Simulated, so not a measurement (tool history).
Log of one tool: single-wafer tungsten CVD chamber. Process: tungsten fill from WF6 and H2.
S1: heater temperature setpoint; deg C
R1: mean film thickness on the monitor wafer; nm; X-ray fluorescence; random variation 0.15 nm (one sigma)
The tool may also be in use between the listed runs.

run 1 hour=0 | S1=390 chamber_pressure_(mTorr)=33800 deposition_time_(s)=30.3 | R1=73.128
run 2 hour=4.3 | S1=390 chamber_pressure_(mTorr)=37900 deposition_time_(s)=30.3 | R1=78.497
run 3 hour=6.3 | S1=390 chamber_pressure_(mTorr)=35900 deposition_time_(s)=30.3 | R1=75.743
run 4 hour=12 | S1=384 chamber_pressure_(mTorr)=35700 deposition_time_(s)=30.3 | R1=67.775
run 5 hour=14.8 | S1=384 chamber_pressure_(mTorr)=35700 deposition_time_(s)=30.3 | R1=67.712
run 6 hour=16.9 | S1=380 chamber_pressure_(mTorr)=35500 deposition_time_(s)=30.3 | R1=63.192
run 7 hour=19.5 | S1=377 chamber_pressure_(mTorr)=35400 deposition_time_(s)=30.3 | R1=59.788

Run 8 comes next. What will it give?
run 8 hour=26.5 | S1=375 chamber_pressure_(mTorr)=35300 deposition_time_(s)=30.3 | R1=?

R1: 57.617 nm
